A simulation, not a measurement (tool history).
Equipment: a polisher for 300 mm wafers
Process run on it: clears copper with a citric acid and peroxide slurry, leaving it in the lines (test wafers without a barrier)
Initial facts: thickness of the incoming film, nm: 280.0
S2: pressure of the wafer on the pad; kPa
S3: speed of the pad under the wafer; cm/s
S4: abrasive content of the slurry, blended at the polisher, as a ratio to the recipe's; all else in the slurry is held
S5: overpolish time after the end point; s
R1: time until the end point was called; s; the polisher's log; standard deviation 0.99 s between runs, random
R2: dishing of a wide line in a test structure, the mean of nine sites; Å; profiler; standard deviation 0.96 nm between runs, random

{"run": 1, "day": 0.0, "flow of slurry (ml/min)": 305, "S2": 24.1, "S3": 136, "S4": 1, "S5": 12, "R1": 78.891, "R2": 275.4}
{"run": 2, "day": 0.071, "flow of slurry (ml/min)": 305, "S2": 24.8, "S3": 136, "S4": 1, "S5": 13, "R1": 79.364, "R2": 295.41}
{"run": 3, "day": 0.217, "flow of slurry (ml/min)": 305, "S2": 29.6, "S3": 136, "S4": 1, "S5": 13, "R1": 68.135, "R2": 351.01}
{"run": 4, "day": 0.408, "flow of slurry (ml/min)": 305, "S2": 29.6, "S3": 136, "S4": 1, "S5": 17, "R1": 66.468, "R2": 429.59}
{"run": 5, "day": 0.704, "flow of slurry (ml/min)": 305, "S2": 34.5, "S3": 136, "S4": 1, "S5": 17, "R1": 58.956, "R2": 494.95}
{"run": 6, "day": 1.012, "flow of slurry (ml/min)": 305, "S2": 34.5, "S3": 136, "S4": 1, "S5": 14, "R1": 59.558, "R2": 397.01}

Run 7 comes next. What will it give?
{"run": 7, "day": 1.296, "flow of slurry (ml/min)": 305, "S2": 33.1, "S3": 136, "S4": 1, "S5": 15, "R1": "?", "R2": "?"}

{"run 7": {"R1": 61.099, "R2": 413.81}}
